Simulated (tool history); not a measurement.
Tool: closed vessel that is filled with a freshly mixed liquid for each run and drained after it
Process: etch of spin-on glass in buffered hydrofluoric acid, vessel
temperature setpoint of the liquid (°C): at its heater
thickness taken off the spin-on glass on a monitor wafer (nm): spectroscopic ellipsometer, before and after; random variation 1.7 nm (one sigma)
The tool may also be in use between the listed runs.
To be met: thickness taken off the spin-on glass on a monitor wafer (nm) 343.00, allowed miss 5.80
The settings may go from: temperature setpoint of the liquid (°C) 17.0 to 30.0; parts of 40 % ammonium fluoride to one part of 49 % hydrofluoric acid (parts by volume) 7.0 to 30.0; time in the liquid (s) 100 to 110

run	hour	temperature setpoint of the liquid (°C)	parts of 40 % ammonium fluoride to one part of 49 % hydrofluoric acid (parts by volume)	time in the liquid (s)	thickness taken off the spin-on glass on a monitor wafer (nm)
1	0.0	22.0	20.0	100	205.75
2	6.8	22.0	20.0	100	203.12
3	9.1	19.0	20.0	100	172.69
4	11.0	19.0	20.0	110	189.83
5	16.4	21.0	20.0	110	213.15
6	18.5	23.0	20.0	110	237.91
7	27.6	24.5	20.0	110	258.46
8	36.8	24.5	20.0	110	258.98
9	40.9	26.0	20.0	110	279.38
10	49.0	27.0	20.0	110	294.92

5 next moves are on the table. One of them brings every result within its allowed miss. Which?
A	57.1	29.0	18.5	110	?
B	57.1	29.5	18.5	100	?
C	57.1	30.0	19.0	100	?
D	57.1	30.0	20.5	110	?
E	57.1	25.0	20.0	105	?

move	thickness taken off the spin-on glass on a monitor wafer (nm)
A	352.31
B	328.87
C	328.93
D	338.28
E	251.23
A: takes the result that was furthest off past its target
B: nearer than the last run, and not there yet
C: nearer than the last run, and not there yet
D: meets every target
E: further off than the last run
The right move is D.
